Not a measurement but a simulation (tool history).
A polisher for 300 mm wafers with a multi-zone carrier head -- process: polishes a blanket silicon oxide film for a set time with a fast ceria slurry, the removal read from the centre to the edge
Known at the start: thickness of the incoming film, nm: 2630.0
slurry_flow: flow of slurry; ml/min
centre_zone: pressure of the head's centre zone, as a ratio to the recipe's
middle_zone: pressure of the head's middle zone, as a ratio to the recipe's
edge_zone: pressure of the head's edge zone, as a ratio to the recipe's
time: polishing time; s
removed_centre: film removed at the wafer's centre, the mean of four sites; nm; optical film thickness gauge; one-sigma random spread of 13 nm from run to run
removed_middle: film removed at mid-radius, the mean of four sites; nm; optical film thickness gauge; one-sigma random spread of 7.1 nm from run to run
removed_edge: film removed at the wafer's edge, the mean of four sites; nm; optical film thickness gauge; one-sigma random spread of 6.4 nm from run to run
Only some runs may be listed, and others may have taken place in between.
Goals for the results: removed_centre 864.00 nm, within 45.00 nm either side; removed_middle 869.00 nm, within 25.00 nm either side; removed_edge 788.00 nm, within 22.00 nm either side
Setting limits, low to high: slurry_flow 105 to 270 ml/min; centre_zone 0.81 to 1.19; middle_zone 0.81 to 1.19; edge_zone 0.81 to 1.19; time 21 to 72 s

run,hour,slurry_flow,centre_zone,middle_zone,edge_zone,time,removed_centre,removed_middle,removed_edge
1,0.0,175,1.00,1.00,1.00,46,721.15,728.23,740.07
2,3.4,175,1.00,0.94,1.00,46,748.67,680.79,758.46
3,6.2,190,1.03,0.98,1.00,47,768.51,728.26,768.96
4,12.9,190,1.03,0.98,0.94,47,771.96,736.82,753.46
5,19.7,220,1.03,0.98,0.94,47,818.26,749.99,758.43
6,26.1,185,1.03,0.98,0.94,47,770.20,733.44,750.45
7,29.2,200,1.04,1.01,0.94,48,807.35,769.95,769.83
8,33.6,210,1.04,1.04,0.94,48,809.42,804.57,778.50
9,37.9,220,1.05,1.05,0.93,48,820.65,815.98,775.48
10,41.8,230,1.06,1.06,0.93,48,846.34,820.41,771.10

4 next moves are on the table. One of them brings every result within its allowed miss. Which?
A,45.7,220,1.12,0.96,1.01,48,?,?,?
B,45.7,255,1.04,1.09,0.91,49,?,?,?
C,45.7,260,1.10,1.01,0.95,45,?,?,?
D,45.7,250,1.13,1.00,0.92,48,?,?,?

move,removed_centre,removed_middle,removed_edge
A,880.36,758.95,803.90
B,851.39,878.59,790.18
C,828.85,757.56,742.35
D,903.91,797.71,777.59
A: moves away from the targets compared with the last run
B: all results land within tolerance of their targets
C: moves away from the targets compared with the last run
D: moves away from the targets compared with the last run
Go with B: it meets all targets.
